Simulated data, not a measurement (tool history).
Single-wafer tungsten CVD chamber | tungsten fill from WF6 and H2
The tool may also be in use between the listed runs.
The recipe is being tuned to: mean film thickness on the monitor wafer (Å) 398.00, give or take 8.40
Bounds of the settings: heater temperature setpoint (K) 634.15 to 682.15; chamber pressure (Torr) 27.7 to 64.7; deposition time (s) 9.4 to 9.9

run  hour  heater temperature setpoint (K)  chamber pressure (Torr)  deposition time (s)  mean film thickness on the monitor wafer (Å)
  1   0.0                           658.15                     46.2                  9.9                                        269.42
  2   4.3                           658.15                     41.3                  9.9                                        246.21
  3   7.4                           665.15                     41.6                  9.9                                        290.71
  4   9.3                           665.15                     41.6                  9.4                                        276.02
  5  13.8                           673.15                     41.6                  9.4                                        332.06
  6  17.6                           673.15                     41.6                  9.9                                        343.47
  7  23.5                           675.15                     41.7                  9.9                                        357.39
  8  26.7                           677.15                     41.8                  9.9                                        376.88
  9  34.3                           677.15                     41.8                  9.9                                        375.11
 10  35.8                           678.15                     41.8                  9.9                                        380.75

Which of these 5 next moves meets every target?
  A  37.3                           676.15                     47.8                  9.8                                             ?
  B  37.3                           676.15                     41.7                  9.8                                             ?
  C  37.3                           682.15                     41.4                  9.9                                             ?
  D  37.3                           678.15                     41.1                  9.5                                             ?
  E  37.3                           675.15                     41.7                  9.7                                             ?

move  mean film thickness on the monitor wafer (Å)
   A                                        401.95
   B                                        366.57
   C                                        414.04
   D                                        366.00
   E                                        355.61
A: each result inside its tolerance
B: its largest miss is bigger than the last run's
C: the result that was furthest off in the last run now lies on the other side of its target
D: its largest miss is bigger than the last run's
E: its largest miss is bigger than the last run's
Go with A: it meets all targets.

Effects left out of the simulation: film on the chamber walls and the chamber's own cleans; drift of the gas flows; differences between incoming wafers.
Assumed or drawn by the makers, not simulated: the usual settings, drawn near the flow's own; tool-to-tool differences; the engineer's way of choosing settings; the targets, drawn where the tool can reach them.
